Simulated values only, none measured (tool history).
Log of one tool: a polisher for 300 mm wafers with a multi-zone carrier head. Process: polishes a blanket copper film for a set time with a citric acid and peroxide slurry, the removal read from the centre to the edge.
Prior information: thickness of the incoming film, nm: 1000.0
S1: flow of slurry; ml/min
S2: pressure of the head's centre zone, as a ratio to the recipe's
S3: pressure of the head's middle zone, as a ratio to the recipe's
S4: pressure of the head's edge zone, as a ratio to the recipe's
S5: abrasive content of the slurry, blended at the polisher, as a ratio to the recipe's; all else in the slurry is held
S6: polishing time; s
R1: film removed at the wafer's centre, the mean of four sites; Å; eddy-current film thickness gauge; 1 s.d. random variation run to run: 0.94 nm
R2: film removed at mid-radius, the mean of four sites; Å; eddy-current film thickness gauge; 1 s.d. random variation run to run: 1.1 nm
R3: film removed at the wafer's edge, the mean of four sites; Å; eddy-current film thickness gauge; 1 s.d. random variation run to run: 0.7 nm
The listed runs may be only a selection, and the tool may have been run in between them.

| run | day | S1 | S2 | S3 | S4 | S5 | S6 | R1 | R2 | R3 |
|---|---|---|---|---|---|---|---|---|---|---|
| 1 | 0 | 270 | 1 | 1 | 1 | 1 | 74 | 1798 | 1898.1 | 1811.8 |
| 2 | 0.046 | 270 | 1.05 | 1 | 1 | 1 | 74 | 1892.1 | 1898.4 | 1828.3 |
| 3 | 0.246 | 270 | 1.05 | 1 | 0.92 | 1 | 74 | 1893.8 | 1862.8 | 1782.7 |
| 4 | 0.438 | 270 | 1.05 | 1.07 | 0.92 | 1 | 74 | 1890 | 1990.9 | 1760.8 |
| 5 | 0.612 | 270 | 1.05 | 1.07 | 0.84 | 1 | 74 | 1903.5 | 1977.2 | 1717.5 |
| 6 | 0.8 | 270 | 1.05 | 1.02 | 0.84 | 1 | 74 | 1877 | 1919.1 | 1740.4 |
| 7 | 1.042 | 260 | 1.04 | 0.97 | 0.85 | 0.85 | 62 | 1499.6 | 1485.5 | 1383.8 |
| 8 | 1.108 | 245 | 1.01 | 0.92 | 0.87 | 0.75 | 56 | 1287.1 | 1254.1 | 1196.8 |
| 9 | 1.475 | 230 | 0.98 | 0.89 | 0.91 | 0.7 | 53 | 1146.7 | 1131.5 | 1142.1 |
| 10 | 1.767 | 220 | 0.97 | 0.87 | 0.9 | 0.65 | 51 | 1067.1 | 1038.3 | 1066.6 |
|  | 2.138 | slurry nozzle cleaned |
| 11 | 2.138 | 210 | 0.96 | 0.85 | 0.88 | 0.6 | 51 | 1079.7 | 1034 | 1075.8 |
| 12 | 2.267 | 210 | 0.95 | 0.84 | 0.88 | 0.55 | 49 | 1006 | 970.88 | 1010.7 |
| 13 | 2.342 | 210 | 0.94 | 0.83 | 0.87 | 0.55 | 48 | 974.99 | 930.12 | 996.9 |

For run 14, what comes out?
| 14 | 2.696 | 210 | 0.94 | 0.83 | 0.86 | 0.55 | 48 | ? | ? | ? |

Run 14 yielded R1 988.63 Å, R2 932.38 Å, R3 974.3 Å.

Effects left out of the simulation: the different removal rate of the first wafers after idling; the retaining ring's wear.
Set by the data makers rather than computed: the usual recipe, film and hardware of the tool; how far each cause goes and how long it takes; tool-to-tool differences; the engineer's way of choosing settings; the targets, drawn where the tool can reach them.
